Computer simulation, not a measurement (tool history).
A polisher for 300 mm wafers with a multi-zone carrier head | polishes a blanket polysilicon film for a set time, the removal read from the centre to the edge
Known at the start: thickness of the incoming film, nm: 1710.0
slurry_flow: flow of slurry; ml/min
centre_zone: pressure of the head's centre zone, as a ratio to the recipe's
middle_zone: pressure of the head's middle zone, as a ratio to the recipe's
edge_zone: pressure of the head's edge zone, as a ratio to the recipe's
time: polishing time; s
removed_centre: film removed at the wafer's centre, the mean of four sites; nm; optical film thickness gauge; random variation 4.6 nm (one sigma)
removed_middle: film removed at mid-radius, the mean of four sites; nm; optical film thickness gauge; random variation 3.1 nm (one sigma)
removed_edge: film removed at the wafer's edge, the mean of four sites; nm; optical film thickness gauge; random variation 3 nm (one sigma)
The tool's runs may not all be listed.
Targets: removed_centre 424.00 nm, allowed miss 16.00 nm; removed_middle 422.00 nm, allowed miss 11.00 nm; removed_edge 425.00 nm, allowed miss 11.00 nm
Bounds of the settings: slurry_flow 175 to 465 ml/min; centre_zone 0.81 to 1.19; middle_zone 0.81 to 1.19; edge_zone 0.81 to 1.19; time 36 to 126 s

run 1 hour=0.0 | slurry_flow=295 centre_zone=1.00 middle_zone=1.00 edge_zone=1.00 time=81 | removed_centre=564.50 removed_middle=556.54 removed_edge=560.21
run 2 hour=5.5 | slurry_flow=295 centre_zone=1.00 middle_zone=1.06 edge_zone=1.00 time=81 | removed_centre=549.18 removed_middle=581.81 removed_edge=564.12
run 3 hour=7.7 | slurry_flow=295 centre_zone=1.00 middle_zone=1.01 edge_zone=1.00 time=81 | removed_centre=570.15 removed_middle=562.46 removed_edge=570.78
run 4 hour=12.2 | slurry_flow=285 centre_zone=0.97 middle_zone=0.99 edge_zone=0.96 time=75 | removed_centre=506.03 removed_middle=519.16 removed_edge=514.20
run 5 hour=17.5 | slurry_flow=350 centre_zone=0.97 middle_zone=0.99 edge_zone=0.96 time=75 | removed_centre=515.03 removed_middle=523.82 removed_edge=516.75
run 6 hour=21.6 | slurry_flow=290 centre_zone=0.97 middle_zone=0.99 edge_zone=0.96 time=75 | removed_centre=501.36 removed_middle=514.87 removed_edge=509.77
run 7 hour=23.8 | slurry_flow=285 centre_zone=0.95 middle_zone=0.95 edge_zone=0.92 time=72 | removed_centre=479.41 removed_middle=474.18 removed_edge=483.96
run 8 hour=30.8 | slurry_flow=285 centre_zone=0.94 middle_zone=0.94 edge_zone=0.89 time=70 | removed_centre=456.85 removed_middle=461.02 removed_edge=460.46
run 9 hour=37.0 | slurry_flow=280 centre_zone=0.93 middle_zone=0.92 edge_zone=0.87 time=69 | removed_centre=447.56 removed_middle=447.69 removed_edge=444.98

4 next moves are on the table. One of them brings every result within its allowed miss. Which?
run A hour=43.2 | slurry_flow=300 centre_zone=0.93 middle_zone=0.93 edge_zone=0.88 time=64 | removed_centre=? removed_middle=? removed_edge=?
run B hour=43.2 | slurry_flow=355 centre_zone=0.97 middle_zone=0.88 edge_zone=0.83 time=70 | removed_centre=? removed_middle=? removed_edge=?
run C hour=43.2 | slurry_flow=250 centre_zone=0.83 middle_zone=0.98 edge_zone=0.94 time=70 | removed_centre=? removed_middle=? removed_edge=?
run D hour=43.2 | slurry_flow=435 centre_zone=0.81 middle_zone=0.95 edge_zone=0.94 time=68 | removed_centre=? removed_middle=? removed_edge=?

move=A removed_centre=421.21 removed_middle=416.62 removed_edge=421.36
move=B removed_centre=481.76 removed_middle=441.10 removed_edge=452.69
move=C removed_centre=415.87 removed_middle=469.42 removed_edge=470.69
move=D removed_centre=411.08 removed_middle=460.04 removed_edge=469.07
A: meets every target
B: further off than the last run
C: further off than the last run
D: further off than the last run
The right move is A.
